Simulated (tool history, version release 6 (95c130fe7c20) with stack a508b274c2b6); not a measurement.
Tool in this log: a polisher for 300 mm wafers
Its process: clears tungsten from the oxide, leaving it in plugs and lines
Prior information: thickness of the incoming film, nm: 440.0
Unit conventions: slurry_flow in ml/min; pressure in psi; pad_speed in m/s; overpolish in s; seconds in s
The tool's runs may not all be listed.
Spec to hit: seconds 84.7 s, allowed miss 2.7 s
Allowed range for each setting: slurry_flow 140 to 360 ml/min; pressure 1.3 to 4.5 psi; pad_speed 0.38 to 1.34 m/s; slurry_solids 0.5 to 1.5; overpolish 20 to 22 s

run	hour	slurry_flow	pressure	pad_speed	slurry_solids	overpolish	seconds
1	0	230	2.9	0.86	1	20	123.25
2	1.4	285	2.9	0.86	1	20	118.93
3	8.9	285	3	0.86	1	20	114.99
4	13.1	285	3.1	0.86	1	20	112.66
5	15.4	285	3.2	0.86	1	20	108.17
6	19.9	285	3.3	0.86	1	20	105.7
7	25.9	285	3.4	0.86	1	20	102.4
8	34.7	285	3.5	0.86	1	20	100.02

Which single option among these 5 for the next run brings every result within its allowed miss of target? Just one does.
A	43.5	330	3.3	0.68	1.25	22	?
B	43.5	255	3.6	1.12	0.85	22	?
C	43.5	305	3.1	0.76	1.2	22	?
D	43.5	290	3.2	0.8	0.95	20	?
E	43.5	300	3.6	0.72	1	21	?

move	seconds
A	113.28
B	83.155
C	113.21
D	115.09
E	108.65
A: further off than the last run
B: all results in spec
C: further off than the last run
D: further off than the last run
E: further off than the last run
The move that meets every target is B.
